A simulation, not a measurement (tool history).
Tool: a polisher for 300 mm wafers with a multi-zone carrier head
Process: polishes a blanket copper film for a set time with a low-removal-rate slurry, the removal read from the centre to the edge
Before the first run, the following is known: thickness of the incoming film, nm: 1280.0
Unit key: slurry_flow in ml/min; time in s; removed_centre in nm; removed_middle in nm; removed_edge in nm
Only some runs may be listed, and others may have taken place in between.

run	hour	slurry_flow	centre_zone	middle_zone	edge_zone	slurry_solids	time	removed_centre	removed_middle	removed_edge
1	0	295	1	1	1	1	82	197.16	197.25	198.36
2	5.6	300	0.99	1	0.97	0.9	79	187.45	183.75	189.24
3	8.6	240	0.99	1	0.97	0.9	79	182.78	180.31	179.78
4	9.7	240	0.94	1	0.97	0.9	79	170.98	181.33	187.94
5	10.3	175	0.94	1	0.97	0.9	79	163.45	178.94	175.98
6	12.2	175	0.95	1.01	0.95	0.8	77	158.19	171.99	167.5
7	18.2	175	0.96	1.01	0.93	0.75	75	154.26	161.22	159.99

Estimate the outcome of run 8 from the log above:
8	22	175	0.97	1.03	0.91	0.7	74	?	?	?

removed_centre: 153.19 nm
removed_middle: 161.55 nm
removed_edge: 155.9 nm
